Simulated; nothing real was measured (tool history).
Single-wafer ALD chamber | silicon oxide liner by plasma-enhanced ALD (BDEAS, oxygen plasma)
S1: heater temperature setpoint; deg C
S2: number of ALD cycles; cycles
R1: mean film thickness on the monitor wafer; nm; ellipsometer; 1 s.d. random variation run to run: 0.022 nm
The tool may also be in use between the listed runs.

Run 1, day 0.000: S1 325 deg C, S2 33 cycles. Result: R1 3.1940 nm.
Run 2, day 0.271: S1 325 deg C, S2 34 cycles. Result: R1 3.2664 nm.
Run 3, day 0.362: S1 325 deg C, S2 35 cycles. Result: R1 3.4306 nm.
Run 4, day 0.467: S1 335 deg C, S2 35 cycles. Result: R1 3.3153 nm.
Run 5, day 0.638: S1 331 deg C, S2 36 cycles. Result: R1 3.4944 nm.
Run 6, day 0.804: S1 331 deg C, S2 33 cycles. Result: R1 3.1705 nm.
Run 7, day 0.975: S1 330 deg C, S2 35 cycles. Result: R1 3.3940 nm.
Run 8, day 1.258: S1 329 deg C, S2 36 cycles. Result: R1 3.4820 nm.

Run 9, settings as shown, results not yet in. Your forecast:
Run 9, day 1.596: S1 328 deg C, S2 37 cycles. Result: R1 ?.

Run 9 came out at R1 3.5804 nm.

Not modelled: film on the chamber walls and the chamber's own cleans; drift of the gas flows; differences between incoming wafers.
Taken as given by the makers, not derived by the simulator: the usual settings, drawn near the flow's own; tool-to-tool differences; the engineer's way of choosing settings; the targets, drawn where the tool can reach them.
